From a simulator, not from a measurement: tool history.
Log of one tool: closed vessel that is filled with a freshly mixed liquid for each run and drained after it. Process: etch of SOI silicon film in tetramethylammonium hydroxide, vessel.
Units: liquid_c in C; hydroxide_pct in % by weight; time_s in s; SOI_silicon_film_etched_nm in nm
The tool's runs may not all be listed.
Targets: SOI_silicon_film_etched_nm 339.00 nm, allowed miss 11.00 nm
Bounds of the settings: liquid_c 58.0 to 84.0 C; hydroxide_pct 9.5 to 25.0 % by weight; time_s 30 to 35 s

run,hour,liquid_c,hydroxide_pct,time_s,SOI_silicon_film_etched_nm
1,0.0,71.0,17.5,35,234.88
2,6.7,71.0,17.5,30,202.14
3,9.6,65.5,17.5,30,143.90
4,10.5,68.5,17.5,30,174.54
5,12.1,68.5,17.5,30,175.99
6,17.0,70.5,17.5,30,195.67
7,23.4,72.5,17.5,30,218.65
8,32.0,74.0,17.5,30,240.96
9,40.5,75.5,17.5,30,261.48
10,48.1,76.5,17.5,30,270.98
11,50.3,81.5,17.0,30,373.00
12,53.4,81.0,17.0,30,356.21

Which of these 5 next moves meets every target?
A,56.5,77.5,13.0,35,?
B,56.5,78.5,17.0,35,?
C,56.5,80.0,19.5,35,?
D,56.5,81.5,16.5,30,?
E,56.5,80.0,17.0,30,?

move,SOI_silicon_film_etched_nm
A,391.58
B,368.71
C,378.46
D,376.68
E,343.26
A: further off than the last run
B: further off than the last run
C: further off than the last run
D: further off than the last run
E: meets every target
Move E is the one to make.
